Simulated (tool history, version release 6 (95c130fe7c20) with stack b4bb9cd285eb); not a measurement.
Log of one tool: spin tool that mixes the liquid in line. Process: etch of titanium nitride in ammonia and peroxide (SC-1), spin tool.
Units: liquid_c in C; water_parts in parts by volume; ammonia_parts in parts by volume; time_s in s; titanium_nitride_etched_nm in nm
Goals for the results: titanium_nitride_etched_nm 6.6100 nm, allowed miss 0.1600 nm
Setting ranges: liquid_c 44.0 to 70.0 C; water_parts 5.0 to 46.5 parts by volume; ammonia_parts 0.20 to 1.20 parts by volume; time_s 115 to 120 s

run,hour,liquid_c,water_parts,ammonia_parts,time_s,titanium_nitride_etched_nm
1,0.0,60.0,25.5,0.85,115,7.6680
2,7.3,60.0,25.5,0.60,115,7.2210
3,15.2,60.0,25.5,0.85,115,7.5831
4,20.4,64.0,25.5,0.85,115,9.8797
5,21.9,64.0,19.5,0.85,115,11.4980
6,25.0,64.0,12.0,0.85,115,14.8830
7,29.0,61.0,12.0,0.85,115,12.3210
8,35.0,58.5,12.0,0.85,115,10.3330
9,42.8,57.0,12.0,0.85,115,9.3432
# hour 49.4: ammonia flow meter replaced
10,49.4,55.5,12.0,0.85,115,8.4344
11,52.8,54.5,12.0,0.85,115,7.8343
12,60.5,51.5,12.0,0.85,115,6.3797

Which one of the following 5 next-run settings gets every result inside its allowed miss? There is exactly one.
A,68.2,52.5,12.0,0.70,115,?
B,68.2,51.0,13.0,0.80,115,?
C,68.2,51.5,13.5,0.95,115,?
D,68.2,51.5,11.5,0.60,115,?
E,68.2,49.0,10.0,0.95,120,?

move,titanium_nitride_etched_nm
A,6.5812
B,5.8194
C,6.0760
D,6.1192
E,6.2159
A: all results in spec
B: further off than the last run
C: further off than the last run
D: further off than the last run
E: further off than the last run
A is the move that brings every result within its allowed miss.
